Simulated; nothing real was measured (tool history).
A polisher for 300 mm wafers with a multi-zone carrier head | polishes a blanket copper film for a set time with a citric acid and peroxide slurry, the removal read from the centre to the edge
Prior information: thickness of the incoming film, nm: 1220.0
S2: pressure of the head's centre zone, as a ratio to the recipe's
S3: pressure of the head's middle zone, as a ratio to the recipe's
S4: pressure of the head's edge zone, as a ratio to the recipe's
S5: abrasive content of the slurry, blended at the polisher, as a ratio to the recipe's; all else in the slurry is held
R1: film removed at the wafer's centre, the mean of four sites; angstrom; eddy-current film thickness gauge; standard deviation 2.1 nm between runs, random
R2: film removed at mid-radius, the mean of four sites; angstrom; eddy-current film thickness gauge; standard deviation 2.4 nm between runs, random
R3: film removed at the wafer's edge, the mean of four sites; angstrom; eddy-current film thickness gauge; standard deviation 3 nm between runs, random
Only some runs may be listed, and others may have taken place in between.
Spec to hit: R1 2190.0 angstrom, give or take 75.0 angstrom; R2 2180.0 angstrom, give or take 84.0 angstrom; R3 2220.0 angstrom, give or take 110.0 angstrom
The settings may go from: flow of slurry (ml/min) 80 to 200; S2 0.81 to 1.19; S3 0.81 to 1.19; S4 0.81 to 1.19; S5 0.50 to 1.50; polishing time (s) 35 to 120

run 1 day=0.000 | flow_of_slurry_(ml/min)=130 S2=1.00 S3=1.00 S4=1.00 S5=1.00 polishing_time_(s)=77 | R1=1774.0 R2=1795.6 R3=1800.9
run 2 day=0.258 | flow_of_slurry_(ml/min)=135 S2=1.01 S3=1.01 S4=1.02 S5=1.05 polishing_time_(s)=77 | R1=1799.3 R2=1788.5 R3=1859.4
run 3 day=0.350 | flow_of_slurry_(ml/min)=140 S2=1.02 S3=1.03 S4=1.02 S5=1.10 polishing_time_(s)=78 | R1=1882.8 R2=1914.0 R3=1934.1
run 4 day=0.696 | flow_of_slurry_(ml/min)=110 S2=1.02 S3=1.03 S4=1.02 S5=1.10 polishing_time_(s)=78 | R1=1765.1 R2=1817.3 R3=1840.2
run 5 day=1.058 | flow_of_slurry_(ml/min)=120 S2=1.03 S3=1.04 S4=1.03 S5=1.15 polishing_time_(s)=78 | R1=1861.5 R2=1890.5 R3=1899.5
run 6 day=1.283 | flow_of_slurry_(ml/min)=130 S2=1.03 S3=1.05 S4=1.04 S5=1.15 polishing_time_(s)=78 | R1=1890.5 R2=1908.2 R3=1916.1
run 7 day=1.454 | flow_of_slurry_(ml/min)=135 S2=1.03 S3=1.05 S4=1.05 S5=1.20 polishing_time_(s)=78 | R1=1904.9 R2=1896.6 R3=1935.8
run 8 day=1.579 | flow_of_slurry_(ml/min)=140 S2=1.03 S3=1.06 S4=1.06 S5=1.25 polishing_time_(s)=79 | R1=1989.7 R2=2012.8 R3=1972.5
run 9 day=1.888 | flow_of_slurry_(ml/min)=140 S2=1.03 S3=1.06 S4=1.07 S5=1.25 polishing_time_(s)=80 | R1=2016.4 R2=2068.8 R3=2053.9
run 10 day=1.954 | flow_of_slurry_(ml/min)=145 S2=1.03 S3=1.06 S4=1.08 S5=1.25 polishing_time_(s)=80 | R1=1985.4 R2=2050.5 R3=2067.2

Of the 4 settings listed for the next run, only one would bring every result within its allowed miss of target. Which one?
run A day=2.021 | flow_of_slurry_(ml/min)=140 S2=0.91 S3=1.02 S4=1.19 S5=1.10 polishing_time_(s)=84 | R1=? R2=? R3=?
run B day=2.021 | flow_of_slurry_(ml/min)=155 S2=1.06 S3=1.04 S4=1.09 S5=1.15 polishing_time_(s)=85 | R1=? R2=? R3=?
run C day=2.021 | flow_of_slurry_(ml/min)=140 S2=0.99 S3=1.03 S4=1.19 S5=1.25 polishing_time_(s)=76 | R1=? R2=? R3=?
run D day=2.021 | flow_of_slurry_(ml/min)=125 S2=0.91 S3=1.00 S4=1.19 S5=1.05 polishing_time_(s)=90 | R1=? R2=? R3=?

move=A R1=1788.6 R2=2066.9 R3=2189.9
move=B R1=2170.0 R2=2179.1 R3=2160.4
move=C R1=1798.7 R2=1924.2 R3=2022.5
move=D R1=1855.5 R2=2115.0 R3=2294.1
A: the biggest miss grows against the last run
B: in spec on every target
C: the biggest miss grows against the last run
D: the biggest miss grows against the last run
Go with B: it meets all targets.

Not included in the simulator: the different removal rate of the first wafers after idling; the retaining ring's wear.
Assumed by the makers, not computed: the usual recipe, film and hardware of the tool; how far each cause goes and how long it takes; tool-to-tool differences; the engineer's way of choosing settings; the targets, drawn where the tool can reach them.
